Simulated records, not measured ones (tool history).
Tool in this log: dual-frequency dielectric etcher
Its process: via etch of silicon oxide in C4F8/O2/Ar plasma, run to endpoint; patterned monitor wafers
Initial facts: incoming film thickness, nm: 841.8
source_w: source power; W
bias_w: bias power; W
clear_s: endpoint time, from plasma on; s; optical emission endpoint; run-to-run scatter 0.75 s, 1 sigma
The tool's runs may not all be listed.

run  hour  source_w  bias_w  clear_s
  1     0      2120    2347   171.99
  2     4      1880    2347   180.13
  3   4.7      1840    2327   181.24
  4     9      1800    2306   183.02
  5  13.4      1760    2288   187.14
  6  15.5      2080    2288   174.18
  7  23.7      2010    2260   176.87

Estimate the outcome of run 8 from the log above:
  8    30      1950    2236        ?

{"run 8": {"clear_s": 180.21}}

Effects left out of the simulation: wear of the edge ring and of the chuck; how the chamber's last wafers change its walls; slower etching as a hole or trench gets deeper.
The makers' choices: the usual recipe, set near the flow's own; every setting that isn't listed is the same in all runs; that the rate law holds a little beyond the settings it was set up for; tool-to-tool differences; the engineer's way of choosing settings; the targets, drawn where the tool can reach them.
